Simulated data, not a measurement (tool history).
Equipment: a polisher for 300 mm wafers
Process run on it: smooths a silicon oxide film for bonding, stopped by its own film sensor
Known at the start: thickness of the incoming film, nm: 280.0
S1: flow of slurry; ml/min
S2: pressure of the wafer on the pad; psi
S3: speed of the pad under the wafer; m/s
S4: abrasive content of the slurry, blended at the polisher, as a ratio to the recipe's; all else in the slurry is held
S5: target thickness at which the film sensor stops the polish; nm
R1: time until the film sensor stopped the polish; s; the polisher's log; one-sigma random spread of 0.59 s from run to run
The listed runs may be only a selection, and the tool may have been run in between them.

{"run": 1, "hour": 0.0, "S1": 150, "S2": 2.7, "S3": 0.88, "S4": 1, "S5": 228, "R1": 50.596}
{"run": 2, "hour": 6.4, "S1": 150, "S2": 2.9, "S3": 0.88, "S4": 1, "S5": 228, "R1": 46.774}
{"run": 3, "hour": 13.0, "S1": 180, "S2": 2.9, "S3": 0.88, "S4": 1, "S5": 228, "R1": 46.199}
{"run": 4, "hour": 13.6, "S1": 180, "S2": 2.9, "S3": 0.88, "S4": 0.8, "S5": 228, "R1": 49.624}
{"run": 5, "hour": 15.8, "S1": 180, "S2": 2.9, "S3": 0.88, "S4": 0.65, "S5": 228, "R1": 57.138}
{"run": 6, "hour": 16.8, "S1": 180, "S2": 3.1, "S3": 0.9, "S4": 0.65, "S5": 228, "R1": 52.996}
{"run": 7, "hour": 19.6, "S1": 180, "S2": 3.3, "S3": 0.92, "S4": 0.65, "S5": 228, "R1": 47.695}
{"run": 8, "hour": 22.9, "S1": 180, "S2": 3.4, "S3": 0.92, "S4": 0.65, "S5": 228, "R1": 45.437}

What will run 9 give?
{"run": 9, "hour": 28.1, "S1": 180, "S2": 3.5, "S3": 0.92, "S4": 0.65, "S5": 228, "R1": "?"}

R1: 44.95 s
